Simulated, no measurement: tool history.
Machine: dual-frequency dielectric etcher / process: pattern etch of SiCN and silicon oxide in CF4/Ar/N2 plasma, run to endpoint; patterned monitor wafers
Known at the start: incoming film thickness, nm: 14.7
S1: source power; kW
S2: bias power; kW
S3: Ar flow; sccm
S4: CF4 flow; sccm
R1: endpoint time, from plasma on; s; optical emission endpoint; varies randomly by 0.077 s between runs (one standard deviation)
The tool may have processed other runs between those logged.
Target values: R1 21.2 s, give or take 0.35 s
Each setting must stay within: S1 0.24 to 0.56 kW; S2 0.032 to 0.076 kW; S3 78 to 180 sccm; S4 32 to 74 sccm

{"run": 1, "day": 0.0, "S1": 0.4, "S2": 0.054, "S3": 129, "S4": 53, "R1": 22.789}
{"run": 2, "day": 0.05, "S1": 0.4, "S2": 0.054, "S3": 129, "S4": 61, "R1": 22.323}
{"run": 3, "day": 0.275, "S1": 0.41, "S2": 0.054, "S3": 129, "S4": 61, "R1": 21.682}
{"run": 4, "day": 0.6, "S1": 0.37, "S2": 0.054, "S3": 129, "S4": 61, "R1": 24.111}
{"run": 5, "day": 0.867, "S1": 0.37, "S2": 0.054, "S3": 129, "S4": 68, "R1": 23.858}
{"run": 6, "day": 0.908, "S1": 0.38, "S2": 0.054, "S3": 129, "S4": 68, "R1": 23.158}
{"run": 7, "day": 1.054, "S1": 0.39, "S2": 0.054, "S3": 129, "S4": 68, "R1": 22.628}
{"run": 8, "day": 1.275, "S1": 0.4, "S2": 0.054, "S3": 129, "S4": 68, "R1": 21.949}

Exactly one of the 5 candidate moves below puts every result within its allowed miss. Which one?
{"run": "A", "day": 1.496, "S1": 0.45, "S2": 0.053, "S3": 156, "S4": 65, "R1": "?"}
{"run": "B", "day": 1.496, "S1": 0.42, "S2": 0.06, "S3": 152, "S4": 66, "R1": "?"}
{"run": "C", "day": 1.496, "S1": 0.41, "S2": 0.06, "S3": 131, "S4": 74, "R1": "?"}
{"run": "D", "day": 1.496, "S1": 0.43, "S2": 0.047, "S3": 122, "S4": 74, "R1": "?"}
{"run": "E", "day": 1.496, "S1": 0.42, "S2": 0.057, "S3": 129, "S4": 68, "R1": "?"}

move=A R1=20.367
move=B R1=20.461
move=C R1=20.15
move=D R1=21.178
move=E R1=20.319
A: takes the biggest miss from the last run beyond its target
B: takes the biggest miss from the last run beyond its target
C: takes the biggest miss from the last run beyond its target
D: in spec on every target
E: takes the biggest miss from the last run beyond its target
Answer: D
